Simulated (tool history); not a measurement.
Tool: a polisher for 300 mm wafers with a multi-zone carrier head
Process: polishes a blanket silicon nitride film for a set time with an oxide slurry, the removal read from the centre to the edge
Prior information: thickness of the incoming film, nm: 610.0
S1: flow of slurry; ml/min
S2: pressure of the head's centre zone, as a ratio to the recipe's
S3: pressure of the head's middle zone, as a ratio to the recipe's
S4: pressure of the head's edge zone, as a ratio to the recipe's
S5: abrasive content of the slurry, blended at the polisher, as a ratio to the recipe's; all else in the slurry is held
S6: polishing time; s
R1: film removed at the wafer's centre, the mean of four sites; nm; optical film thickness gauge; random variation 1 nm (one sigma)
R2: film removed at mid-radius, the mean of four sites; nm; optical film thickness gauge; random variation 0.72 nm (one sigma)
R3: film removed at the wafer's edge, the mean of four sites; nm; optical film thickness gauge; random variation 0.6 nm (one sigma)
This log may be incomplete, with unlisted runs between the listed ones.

run	hour	S1	S2	S3	S4	S5	S6	R1	R2	R3
1	0	295	1	1	1	1	80	57.859	57.603	59.465
2	5.8	295	1	1	1.07	1	80	57.207	57.142	60.403
3	11.2	250	1	1	1.07	1	80	57.509	56.538	59.92
4	18.4	260	0.99	1.04	1.08	1.1	83	61.922	64.026	65.381
5	24.2	260	0.99	1.04	1.01	1.1	83	61.358	63.728	62.763
6	32.9	280	0.98	1.07	1.05	1.2	85	63.765	69.915	69.598
7	36.7	285	0.99	1.1	1.05	1.25	87	68.598	76.188	71.607

What will run 8 give?
8	37.4	295	0.99	1.12	1.08	1.3	88	?	?	?

R1: 69.996 nm
R2: 78.342 nm
R3: 74.731 nm

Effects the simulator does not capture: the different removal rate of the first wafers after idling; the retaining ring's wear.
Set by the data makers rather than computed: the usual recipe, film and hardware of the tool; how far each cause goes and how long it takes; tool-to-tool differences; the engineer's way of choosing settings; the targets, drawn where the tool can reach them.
